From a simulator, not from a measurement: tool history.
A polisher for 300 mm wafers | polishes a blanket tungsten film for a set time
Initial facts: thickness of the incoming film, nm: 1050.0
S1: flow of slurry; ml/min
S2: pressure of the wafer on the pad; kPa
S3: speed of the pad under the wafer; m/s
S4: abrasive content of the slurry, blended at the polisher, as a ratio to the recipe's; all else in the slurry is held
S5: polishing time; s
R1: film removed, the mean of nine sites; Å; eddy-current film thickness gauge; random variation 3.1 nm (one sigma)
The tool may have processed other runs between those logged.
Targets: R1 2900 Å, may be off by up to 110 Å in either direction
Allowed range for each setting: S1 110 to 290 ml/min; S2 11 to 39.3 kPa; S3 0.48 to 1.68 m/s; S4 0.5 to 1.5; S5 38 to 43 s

| run | hour | S1 | S2 | S3 | S4 | S5 | R1 |
|---|---|---|---|---|---|---|---|
| 1 | 0 | 185 | 24.8 | 1.08 | 1 | 43 | 2219.9 |
| 2 | 2.2 | 185 | 20.7 | 1.08 | 1 | 43 | 1878.3 |
| 3 | 8.1 | 185 | 22.8 | 1.08 | 1 | 43 | 2026.1 |
| 4 | 9 | 185 | 22.8 | 1.08 | 1 | 38 | 1783.4 |
| 5 | 11 | 185 | 24.8 | 1.08 | 1 | 38 | 1901.4 |
| 6 | 19.6 | 185 | 24.8 | 1.08 | 0.85 | 38 | 1909.6 |
| 7 | 28 | 185 | 26.9 | 1.08 | 0.85 | 38 | 2060.9 |
| 8 | 34.1 | 185 | 29 | 1.08 | 0.85 | 38 | 2220.7 |
| 9 | 36.3 | 195 | 35.9 | 1.1 | 0.85 | 38 | 2759.9 |

Of the 4 settings listed for the next run, only one would bring every result within its allowed miss of target. Which one?
| A | 38.5 | 190 | 33.1 | 1.14 | 0.9 | 39 | ? |
| B | 38.5 | 255 | 38.6 | 0.96 | 0.85 | 43 | ? |
| C | 38.5 | 205 | 35.2 | 1.2 | 0.75 | 39 | ? |
| D | 38.5 | 225 | 36.5 | 1.22 | 0.8 | 40 | ? |

| move | R1 |
|---|---|
| A | 2651.1 |
| B | 3114.3 |
| C | 2843.4 |
| D | 3134.5 |
A: the biggest miss grows against the last run
B: carries the result that was furthest off beyond its target, to the other side
C: all results land within tolerance of their targets
D: carries the result that was furthest off beyond its target, to the other side
The right move is C.
